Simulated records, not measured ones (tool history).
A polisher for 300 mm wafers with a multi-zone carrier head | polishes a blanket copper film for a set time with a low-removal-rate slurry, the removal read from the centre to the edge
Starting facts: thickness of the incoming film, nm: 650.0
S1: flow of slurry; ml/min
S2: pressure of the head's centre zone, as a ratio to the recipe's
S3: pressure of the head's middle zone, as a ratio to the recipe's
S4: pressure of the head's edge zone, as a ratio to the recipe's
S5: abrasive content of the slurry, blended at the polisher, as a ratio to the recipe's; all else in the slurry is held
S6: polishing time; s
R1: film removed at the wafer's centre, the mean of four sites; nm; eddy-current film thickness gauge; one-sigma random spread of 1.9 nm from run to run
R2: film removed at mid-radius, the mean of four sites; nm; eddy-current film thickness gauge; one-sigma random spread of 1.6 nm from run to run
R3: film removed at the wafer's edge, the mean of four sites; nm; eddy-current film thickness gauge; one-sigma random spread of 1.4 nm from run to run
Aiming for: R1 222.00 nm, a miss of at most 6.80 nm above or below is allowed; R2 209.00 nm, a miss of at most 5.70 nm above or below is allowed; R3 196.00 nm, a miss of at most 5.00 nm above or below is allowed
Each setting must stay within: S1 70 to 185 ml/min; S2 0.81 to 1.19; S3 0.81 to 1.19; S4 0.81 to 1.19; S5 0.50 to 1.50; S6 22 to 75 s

Run 1, hour 0.0: S1 120 ml/min, S2 1.00, S3 1.00, S4 1.00, S5 1.00, S6 48 s. Result: R1 119.81 nm, R2 123.58 nm, R3 123.38 nm.
Run 2, hour 6.1: S1 130 ml/min, S2 1.03, S3 1.02, S4 1.02, S5 1.10, S6 50 s. Result: R1 134.50 nm, R2 132.85 nm, R3 132.27 nm.
Run 3, hour 11.3: S1 135 ml/min, S2 1.04, S3 1.04, S4 1.03, S5 1.15, S6 52 s. Result: R1 145.10 nm, R2 143.49 nm, R3 141.08 nm.
Run 4, hour 15.8: S1 135 ml/min, S2 1.01, S3 1.04, S4 1.03, S5 1.15, S6 52 s. Result: R1 140.03 nm, R2 146.15 nm, R3 141.76 nm.
Run 5, hour 22.6: S1 140 ml/min, S2 1.03, S3 1.06, S4 1.05, S5 1.20, S6 53 s. Result: R1 151.63 nm, R2 152.72 nm, R3 147.12 nm.
Run 6, hour 23.8: S1 125 ml/min, S2 1.03, S3 1.06, S4 1.05, S5 1.20, S6 53 s. Result: R1 144.44 nm, R2 148.48 nm, R3 143.63 nm.
Run 7, hour 29.9: S1 135 ml/min, S2 1.04, S3 1.07, S4 1.06, S5 1.25, S6 54 s. Result: R1 154.50 nm, R2 158.70 nm, R3 150.78 nm.
Run 8, hour 38.7: S1 140 ml/min, S2 1.05, S3 1.07, S4 1.07, S5 1.30, S6 55 s. Result: R1 160.65 nm, R2 161.88 nm, R3 157.21 nm.
Run 9, hour 40.8: S1 145 ml/min, S2 1.07, S3 1.08, S4 1.08, S5 1.35, S6 56 s. Result: R1 170.35 nm, R2 167.55 nm, R3 163.67 nm.
Run 10, hour 49.6: S1 150 ml/min, S2 1.08, S3 1.09, S4 1.09, S5 1.35, S6 57 s. Result: R1 175.40 nm, R2 174.37 nm, R3 166.19 nm.
Run 11, hour 50.9: S1 155 ml/min, S2 1.09, S3 1.10, S4 1.10, S5 1.35, S6 58 s. Result: R1 179.48 nm, R2 181.67 nm, R3 171.96 nm.
Run 12, hour 56.3: S1 160 ml/min, S2 1.10, S3 1.10, S4 1.10, S5 1.35, S6 59 s. Result: R1 186.46 nm, R2 185.64 nm, R3 176.31 nm.
Run 13, hour 61.2: S1 165 ml/min, S2 1.11, S3 1.10, S4 1.10, S5 1.35, S6 60 s. Result: R1 193.46 nm, R2 188.94 nm, R3 178.31 nm.
Run 14, hour 66.3: S1 165 ml/min, S2 1.12, S3 1.11, S4 1.11, S5 1.35, S6 60 s. Result: R1 195.09 nm, R2 191.93 nm, R3 183.99 nm.
Run 15, hour 68.0: S1 165 ml/min, S2 1.13, S3 1.12, S4 1.11, S5 1.35, S6 60 s. Result: R1 196.27 nm, R2 192.58 nm, R3 181.18 nm.
Run 16, hour 76.7: S1 165 ml/min, S2 1.14, S3 1.12, S4 1.11, S5 1.35, S6 60 s. Result: R1 196.69 nm, R2 190.14 nm, R3 181.69 nm.
Run 17, hour 81.2: S1 165 ml/min, S2 1.15, S3 1.12, S4 1.11, S5 1.35, S6 60 s. Result: R1 199.98 nm, R2 192.42 nm, R3 180.90 nm.
Run 18, hour 84.1: S1 165 ml/min, S2 1.16, S3 1.12, S4 1.12, S5 1.35, S6 60 s. Result: R1 202.39 nm, R2 191.78 nm, R3 179.94 nm.
Run 19, hour 86.0: S1 165 ml/min, S2 1.16, S3 1.12, S4 1.13, S5 1.35, S6 60 s. Result: R1 204.59 nm, R2 193.19 nm, R3 181.04 nm.
Run 20, hour 93.5: S1 165 ml/min, S2 1.16, S3 1.12, S4 1.14, S5 1.35, S6 60 s. Result: R1 201.35 nm, R2 193.35 nm, R3 184.77 nm.
Run 21, hour 102.4: S1 175 ml/min, S2 1.18, S3 1.13, S4 1.14, S5 1.45, S6 61 s. Result: R1 215.18 nm, R2 203.20 nm, R3 191.89 nm.

4 next moves are on the table. One of them brings every result within its allowed miss. Which?
Run A, hour 111.3: S1 180 ml/min, S2 1.19, S3 1.14, S4 1.15, S5 1.40, S6 62 s. Result: R1 ?, R2 ?, R3 ?.
Run B, hour 111.3: S1 185 ml/min, S2 1.16, S3 1.03, S4 1.19, S5 1.45, S6 60 s. Result: R1 ?, R2 ?, R3 ?.
Run C, hour 111.3: S1 145 ml/min, S2 1.09, S3 1.12, S4 1.13, S5 1.30, S6 66 s. Result: R1 ?, R2 ?, R3 ?.
Run D, hour 111.3: S1 180 ml/min, S2 1.13, S3 1.01, S4 1.14, S5 1.50, S6 61 s. Result: R1 ?, R2 ?, R3 ?.

move      R1      R2      R3
   A  218.05  205.53  194.67
   B  208.46  184.70  194.26
   C  200.51  203.63  196.17
   D  207.24  185.37  194.09
A: each result inside its tolerance
B: lands further from the targets than the last run did
C: gets the furthest-off result to its target, but another result is out of tolerance
D: lands further from the targets than the last run did
A meets every target.

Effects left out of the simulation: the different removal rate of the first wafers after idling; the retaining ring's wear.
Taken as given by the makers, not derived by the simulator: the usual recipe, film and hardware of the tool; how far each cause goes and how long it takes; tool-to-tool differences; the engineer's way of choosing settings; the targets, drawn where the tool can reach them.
